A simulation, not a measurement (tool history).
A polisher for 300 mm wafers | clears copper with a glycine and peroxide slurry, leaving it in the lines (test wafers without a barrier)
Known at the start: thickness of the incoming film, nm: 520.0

run  hour  flow of slurry (ml/min)  pressure of the wafer on the pad (kPa)  speed of the pad under the wafer (cm/s)  overpolish time after the end point (s)  time until the end point was called (s)  dishing of a wide line in a test structure (Å)
  1   0.0                      255                                    16.5                                      118                                       21                                   75.653                                          864.35
  2   1.6                      255                                    13.8                                      114                                       21                                   86.933                                          778.48
  3  10.6                      255                                    12.4                                      108                                       21                                   95.886                                          732.24
  4  15.6                      255                                    11.0                                      102                                       20                                  104.620                                          620.29
  5  21.8                      255                                    11.0                                      116                                       20                                   98.148                                          703.99
  6  28.2                      255                                    15.2                                      116                                       20                                   80.584                                          782.91
  7  35.5                      250                                    13.1                                      110                                       20                                   89.461                                          717.86

Run 8 comes next. What will it give?
     43.0  -- head pressure recalibrated
  8  43.0                      260                                    11.7                                      104                                       20                                        ?                                               ?

time until the end point was called (s): 104.730
dishing of a wide line in a test structure (Å): 646.95

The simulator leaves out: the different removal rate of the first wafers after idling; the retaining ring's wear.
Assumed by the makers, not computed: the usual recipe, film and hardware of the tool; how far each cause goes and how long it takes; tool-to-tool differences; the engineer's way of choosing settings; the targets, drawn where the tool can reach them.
